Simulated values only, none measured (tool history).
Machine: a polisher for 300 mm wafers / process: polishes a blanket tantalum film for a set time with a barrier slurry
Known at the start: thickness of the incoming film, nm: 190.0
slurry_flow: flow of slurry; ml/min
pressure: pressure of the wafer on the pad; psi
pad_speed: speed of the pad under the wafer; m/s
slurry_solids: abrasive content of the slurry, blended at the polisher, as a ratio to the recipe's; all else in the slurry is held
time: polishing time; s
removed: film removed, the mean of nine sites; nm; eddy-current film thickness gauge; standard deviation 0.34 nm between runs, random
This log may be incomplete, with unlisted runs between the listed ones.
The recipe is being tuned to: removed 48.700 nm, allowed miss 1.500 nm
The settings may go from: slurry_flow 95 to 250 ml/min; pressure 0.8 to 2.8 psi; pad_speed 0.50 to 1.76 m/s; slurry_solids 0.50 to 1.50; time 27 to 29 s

run    day  slurry_flow  pressure  pad_speed  slurry_solids  time  removed
  1  0.000          160       1.8       1.12           1.00    29   60.011
  2  0.042          155       1.8       1.12           1.00    29   59.704
  3  0.108          145       1.6       1.12           1.00    29   53.061
  4  0.350          145       1.6       1.12           1.00    29   54.010
  5  0.379          145       1.6       1.30           1.00    29   61.825
  6  0.738          145       1.8       1.30           1.00    29   68.740
  7  1.062          145       1.7       1.30           1.00    29   65.327
  8  1.371          145       1.6       1.30           1.00    29   61.046
  9  1.475          145       1.5       1.30           1.00    29   58.326
 10  1.550          140       1.3       1.30           1.00    29   51.806
 11  1.629          125       1.2       1.30           1.00    29   47.218

Exactly one of the 4 candidate moves below puts every result within its allowed miss. Which one?
  A  1.708          120       1.3       1.24           0.95    28        ?
  B  1.708          125       1.7       0.98           1.05    29        ?
  C  1.708          120       1.5       1.22           0.85    27        ?
  D  1.708          120       1.1       1.40           1.05    28        ?

move  removed
   A   45.177
   B   48.983
   C   46.002
   D   46.145
A: its largest miss is bigger than the last run's
B: each result inside its tolerance
C: its largest miss is bigger than the last run's
D: its largest miss is bigger than the last run's
So the answer is move B, the one that meets all the targets.
